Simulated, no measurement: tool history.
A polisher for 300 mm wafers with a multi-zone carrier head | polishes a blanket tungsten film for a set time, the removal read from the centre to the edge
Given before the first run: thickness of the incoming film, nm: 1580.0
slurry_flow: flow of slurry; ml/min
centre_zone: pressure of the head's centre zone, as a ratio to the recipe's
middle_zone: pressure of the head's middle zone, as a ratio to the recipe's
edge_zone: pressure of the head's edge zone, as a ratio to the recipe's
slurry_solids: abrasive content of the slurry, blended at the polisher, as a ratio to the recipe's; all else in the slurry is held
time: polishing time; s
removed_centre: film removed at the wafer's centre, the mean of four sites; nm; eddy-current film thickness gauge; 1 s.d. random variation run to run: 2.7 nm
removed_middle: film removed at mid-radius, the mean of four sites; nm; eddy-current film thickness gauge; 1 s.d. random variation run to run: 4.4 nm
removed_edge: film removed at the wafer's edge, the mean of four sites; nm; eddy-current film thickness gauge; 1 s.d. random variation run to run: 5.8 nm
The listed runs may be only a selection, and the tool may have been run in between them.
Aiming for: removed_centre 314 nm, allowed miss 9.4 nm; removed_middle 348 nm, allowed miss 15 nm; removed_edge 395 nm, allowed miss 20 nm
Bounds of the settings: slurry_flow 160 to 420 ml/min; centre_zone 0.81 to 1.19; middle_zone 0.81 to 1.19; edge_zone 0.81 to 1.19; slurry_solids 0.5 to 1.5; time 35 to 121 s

run	day	slurry_flow	centre_zone	middle_zone	edge_zone	slurry_solids	time	removed_centre	removed_middle	removed_edge
1	0	270	1	1	1	1	78	260.47	255.98	260.85
2	0.296	265	0.98	1	1.02	1.05	81	265.66	268.59	273.63
3	0.458	265	0.96	0.99	1.04	1.1	84	274.33	283.17	294.95
4	0.596	265	0.95	0.99	1.06	1.15	85	274.66	287.11	306.04
5	0.829	270	0.95	0.99	1.08	1.2	86	282.58	297.69	317.2
6	0.95	270	0.95	0.99	1.1	1.25	87	290.07	294.74	317.79
7	1.042	270	0.94	0.99	1.11	1.3	89	293.54	310.82	330.75
8	1.342	270	0.93	0.98	1.12	1.3	90	295.27	312.46	324.8
9	1.517	255	0.94	1.01	1.13	1.3	90	293.99	321.45	346.11

Of the 5 settings listed for the next run, only one would bring every result within its allowed miss of target. Which one?
A	1.692	420	0.9	1.05	0.83	1.4	101	?	?	?
B	1.692	220	0.95	0.99	1.19	1.3	102	?	?	?
C	1.692	160	0.87	1.02	1.14	1.1	93	?	?	?
D	1.692	175	0.88	0.97	1.15	1.15	109	?	?	?
E	1.692	160	0.99	1	1.19	1.25	105	?	?	?

move	removed_centre	removed_middle	removed_edge
A	337.43	389.59	334
B	332.9	350.34	380.61
C	261.85	306.67	319.87
D	315.98	350.86	382.95
E	340.94	349.95	379.9
A: lands further from the targets than the last run did
B: the worst result of the last run now meets its target, but another is out of spec
C: lands further from the targets than the last run did
D: hits every target within its allowed miss
E: the worst result of the last run now meets its target, but another is out of spec
D is the move that brings every result within its allowed miss.
